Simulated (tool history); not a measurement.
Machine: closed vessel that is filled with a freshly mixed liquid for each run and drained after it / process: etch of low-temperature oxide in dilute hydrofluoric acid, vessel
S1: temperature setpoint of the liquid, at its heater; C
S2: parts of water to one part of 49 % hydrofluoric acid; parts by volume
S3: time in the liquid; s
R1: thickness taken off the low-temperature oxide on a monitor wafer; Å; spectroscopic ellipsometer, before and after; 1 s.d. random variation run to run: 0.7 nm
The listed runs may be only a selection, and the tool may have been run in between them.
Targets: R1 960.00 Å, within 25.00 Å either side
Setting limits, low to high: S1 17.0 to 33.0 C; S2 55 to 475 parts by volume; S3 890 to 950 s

Run 1, hour 0.0: S1 25.0 C, S2 265 parts by volume, S3 890 s. Result: R1 315.79 Å.
Run 2, hour 1.8: S1 22.5 C, S2 265 parts by volume, S3 890 s. Result: R1 292.64 Å.
Run 3, hour 2.6: S1 22.5 C, S2 320 parts by volume, S3 890 s. Result: R1 229.77 Å.
Run 4, hour 8.8: S1 22.5 C, S2 270 parts by volume, S3 890 s. Result: R1 286.39 Å.
Run 5, hour 12.4: S1 20.5 C, S2 270 parts by volume, S3 890 s. Result: R1 265.81 Å.
Run 6, hour 18.3: S1 20.5 C, S2 215 parts by volume, S3 890 s. Result: R1 349.28 Å.
Run 7, hour 25.6: S1 21.5 C, S2 200 parts by volume, S3 890 s. Result: R1 397.14 Å.
Run 8, hour 26.2: S1 22.5 C, S2 190 parts by volume, S3 890 s. Result: R1 443.31 Å.
Run 9, hour 27.6: S1 26.5 C, S2 115 parts by volume, S3 890 s. Result: R1 927.76 Å.

4 next moves are on the table. One of them brings every result within its allowed miss. Which?
Run A, hour 29.0: S1 23.0 C, S2 110 parts by volume, S3 925 s. Result: R1 ?.
Run B, hour 29.0: S1 25.0 C, S2 110 parts by volume, S3 925 s. Result: R1 ?.
Run C, hour 29.0: S1 27.0 C, S2 125 parts by volume, S3 940 s. Result: R1 ?.
Run D, hour 29.0: S1 27.0 C, S2 125 parts by volume, S3 945 s. Result: R1 ?.

move      R1
   A  885.10
   B  957.53
   C  907.39
   D  912.22
A: misses by more than the last run did
B: meets every target
C: misses by more than the last run did
D: misses by more than the last run did
So the answer is move B, the one that meets all the targets.

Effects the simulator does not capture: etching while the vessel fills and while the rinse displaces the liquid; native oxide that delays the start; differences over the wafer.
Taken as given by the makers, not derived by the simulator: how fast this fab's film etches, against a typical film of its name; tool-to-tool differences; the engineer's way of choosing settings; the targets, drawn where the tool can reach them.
